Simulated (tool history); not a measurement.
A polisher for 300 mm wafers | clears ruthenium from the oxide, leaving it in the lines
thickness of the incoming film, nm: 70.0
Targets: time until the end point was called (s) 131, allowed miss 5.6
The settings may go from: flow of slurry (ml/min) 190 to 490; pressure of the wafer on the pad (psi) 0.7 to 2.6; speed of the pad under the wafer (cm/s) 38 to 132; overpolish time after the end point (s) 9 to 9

run,hour,flow of slurry (ml/min),pressure of the wafer on the pad (psi),speed of the pad under the wafer (cm/s),overpolish time after the end point (s),time until the end point was called (s)
1,0,315,1.6,84,9,80.487
2,2.6,315,1.6,84,9,81.19
3,5.4,365,1.6,84,9,80.42
4,6.9,365,1.6,74,9,88.202
5,10,365,2,74,9,69.636
6,10.9,365,1.6,74,9,88.303
7,11.7,365,1.5,74,9,91.914
8,16,365,1.4,74,9,97.65
9,17.6,365,1.3,74,9,105.83
10,19.2,365,1.2,74,9,113.06
11,24.5,365,1.1,74,9,123.81

4 next moves are on the table. One of them brings every result within its allowed miss. Which?
A,29.8,335,1.2,74,9,?
B,29.8,370,0.9,88,9,?
C,29.8,270,1.2,80,9,?
D,29.8,195,1.5,66,9,?

move,time until the end point was called (s)
A,113.95
B,131.72
C,110.31
D,106
A: further off than the last run
B: meets every target
C: further off than the last run
D: further off than the last run
Move B is the one to make.
